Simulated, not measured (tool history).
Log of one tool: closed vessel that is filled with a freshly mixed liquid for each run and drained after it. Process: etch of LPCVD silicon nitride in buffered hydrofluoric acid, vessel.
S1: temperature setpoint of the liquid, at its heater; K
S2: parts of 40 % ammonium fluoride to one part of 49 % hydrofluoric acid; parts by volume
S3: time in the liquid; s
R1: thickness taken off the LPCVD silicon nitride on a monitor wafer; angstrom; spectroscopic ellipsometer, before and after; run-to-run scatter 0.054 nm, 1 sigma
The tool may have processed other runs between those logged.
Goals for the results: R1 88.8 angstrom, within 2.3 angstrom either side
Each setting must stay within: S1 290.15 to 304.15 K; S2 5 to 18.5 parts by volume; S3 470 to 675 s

run,hour,S1,S2,S3,R1
1,0,296.15,11.5,675,82.421
2,3,296.15,14.5,675,65.718
3,8.4,296.15,14.5,675,65.832
4,14.9,296.15,14.5,675,66.558
5,16.5,297.65,14.5,675,71.894
6,23.1,298.65,14.5,675,77.055
7,24.4,299.15,14.5,675,78.234
8,26.6,299.65,14.5,675,79.999
9,31,300.15,14.5,675,82.042
10,32,300.65,14.5,675,83.55

Pick the move, out of 5, that brings all results within their allowed miss; only one does.
A,33,300.15,15.5,675,?
B,33,300.65,15,660,?
C,33,301.65,14,650,?
D,33,301.65,16.5,675,?
E,33,301.65,13.5,655,?

move,R1
A,77.166
B,80.014
C,88.884
D,78.57
E,92.814
A: the biggest miss grows against the last run
B: the biggest miss grows against the last run
C: hits every target within its allowed miss
D: the biggest miss grows against the last run
E: carries the result that was furthest off beyond its target, to the other side
The right move is C.
